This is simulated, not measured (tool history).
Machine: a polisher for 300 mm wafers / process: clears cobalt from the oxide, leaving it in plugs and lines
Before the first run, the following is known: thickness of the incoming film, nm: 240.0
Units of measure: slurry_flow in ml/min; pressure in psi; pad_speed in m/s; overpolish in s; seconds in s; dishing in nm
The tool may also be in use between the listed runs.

Run 1, hour 0: slurry_flow 160 ml/min, pressure 1.6 psi, pad_speed 1.28 m/s, overpolish 17 s. Result: seconds 45.263 s, dishing 45.761 nm.
Run 2, hour 2.6: slurry_flow 165 ml/min, pressure 1.6 psi, pad_speed 1.28 m/s, overpolish 15 s. Result: seconds 45.88 s, dishing 43.583 nm.
Run 3, hour 8.4: slurry_flow 150 ml/min, pressure 1.7 psi, pad_speed 1.28 m/s, overpolish 13 s. Result: seconds 43.855 s, dishing 40.112 nm.
Run 4, hour 10.6: slurry_flow 140 ml/min, pressure 1.8 psi, pad_speed 1.26 m/s, overpolish 11 s. Result: seconds 42.224 s, dishing 37.787 nm.
Run 5, hour 12.3: slurry_flow 140 ml/min, pressure 2.1 psi, pad_speed 1.26 m/s, overpolish 11 s. Result: seconds 38.312 s, dishing 41.994 nm.
Run 6, hour 13.9: slurry_flow 130 ml/min, pressure 1.9 psi, pad_speed 1.34 m/s, overpolish 10 s. Result: seconds 38.596 s, dishing 38.225 nm.
Run 7, hour 17.8: slurry_flow 125 ml/min, pressure 1.8 psi, pad_speed 1.4 m/s, overpolish 9 s. Result: seconds 39.637 s, dishing 34.558 nm.

The next listed run, before its measurement:
Run 8, hour 21.3: slurry_flow 120 ml/min, pressure 1.8 psi, pad_speed 1.44 m/s, overpolish 8 s. Result: seconds ?, dishing ?.

seconds: 38.871 s
dishing: 31.878 nm
